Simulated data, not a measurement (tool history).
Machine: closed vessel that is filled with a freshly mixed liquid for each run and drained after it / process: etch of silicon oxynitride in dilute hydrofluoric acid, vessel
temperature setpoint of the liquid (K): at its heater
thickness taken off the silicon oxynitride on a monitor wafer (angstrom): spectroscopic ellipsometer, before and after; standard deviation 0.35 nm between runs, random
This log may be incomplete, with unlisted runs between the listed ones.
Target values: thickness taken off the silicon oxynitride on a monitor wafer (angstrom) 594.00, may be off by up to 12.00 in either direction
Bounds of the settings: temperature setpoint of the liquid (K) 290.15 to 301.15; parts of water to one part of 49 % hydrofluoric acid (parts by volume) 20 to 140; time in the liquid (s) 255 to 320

run  hour  temperature setpoint of the liquid (K)  parts of water to one part of 49 % hydrofluoric acid (parts by volume)  time in the liquid (s)  thickness taken off the silicon oxynitride on a monitor wafer (angstrom)
  1   0.0                                  293.15                                                                      75                     320                                                                    157.61
  2   2.5                                  295.15                                                                      60                     320                                                                    218.50
  3  11.3                                  296.65                                                                      50                     320                                                                    286.61
  4  16.3                                  298.65                                                                      50                     320                                                                    312.21
  5  21.4                                  298.65                                                                      25                     320                                                                    642.25
  6  25.0                                  298.65                                                                      20                     320                                                                    798.52
  7  33.3                                  296.65                                                                      20                     320                                                                    719.50
  8  38.5                                  295.15                                                                      20                     320                                                                    665.63
  9  45.1                                  294.15                                                                      20                     320                                                                    644.61
 10  52.1                                  293.65                                                                      20                     320                                                                    618.66

Which single option among these 4 for the next run brings every result within its allowed miss of target? Just one does.
  A  59.1                                  292.65                                                                      20                     320                                                                         ?
  B  59.1                                  295.15                                                                      20                     320                                                                         ?
  C  59.1                                  294.65                                                                      20                     275                                                                         ?
  D  59.1                                  298.15                                                                      25                     320                                                                         ?

move  thickness taken off the silicon oxynitride on a monitor wafer (angstrom)
   A                                                                    590.53
   B                                                                    670.88
   C                                                                    562.11
   D                                                                    622.27
A: meets every target
B: lands further from the targets than the last run did
C: carries the result that was furthest off beyond its target, to the other side
D: lands further from the targets than the last run did
The right move is A.
